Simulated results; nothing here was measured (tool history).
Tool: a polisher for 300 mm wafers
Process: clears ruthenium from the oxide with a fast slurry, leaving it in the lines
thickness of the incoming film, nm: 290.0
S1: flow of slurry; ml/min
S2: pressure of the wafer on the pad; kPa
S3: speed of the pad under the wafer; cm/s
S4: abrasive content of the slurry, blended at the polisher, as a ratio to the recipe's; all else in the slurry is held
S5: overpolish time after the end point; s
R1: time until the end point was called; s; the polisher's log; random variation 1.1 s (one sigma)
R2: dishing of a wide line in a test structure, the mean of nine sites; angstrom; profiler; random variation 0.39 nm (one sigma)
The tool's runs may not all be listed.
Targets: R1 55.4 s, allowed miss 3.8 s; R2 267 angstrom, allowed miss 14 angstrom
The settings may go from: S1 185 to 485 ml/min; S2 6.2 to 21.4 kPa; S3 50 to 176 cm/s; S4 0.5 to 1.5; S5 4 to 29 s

run	hour	S1	S2	S3	S4	S5	R1	R2
1	0	310	13.8	112	1	15	81.005	350.28
2	2.5	310	15.2	114	1	11	74.306	307.05
3	7.8	310	15.2	114	1	15	76.262	381.73
4	15.7	310	15.2	140	1	15	61.397	452.25
5	16.7	310	15.2	142	1	11	59.577	355.3
6	21.1	310	15.2	144	1	9	58.549	313.65
7	25	310	15.9	146	1	5	55.205	194.6
8	29.7	310	15.2	150	1	6	56.246	230.9

5 next moves are on the table. One of them brings every result within its allowed miss. Which?
A	34.4	300	15.2	148	0.95	6	?	?
B	34.4	300	12.4	150	1.25	9	?	?
C	34.4	305	13.8	162	1.05	7	?	?
D	34.4	275	15.9	136	0.85	10	?	?
E	34.4	340	14.5	160	1	6	?	?

move	R1	R2
A	59.317	219.79
B	60.882	303.59
C	55.92	264.17
D	66.674	307.22
E	55.202	234.02
A: further off than the last run
B: takes the result that was furthest off past its target
C: meets every target
D: takes the result that was furthest off past its target
E: nearer than the last run, and not there yet
The right move is C.
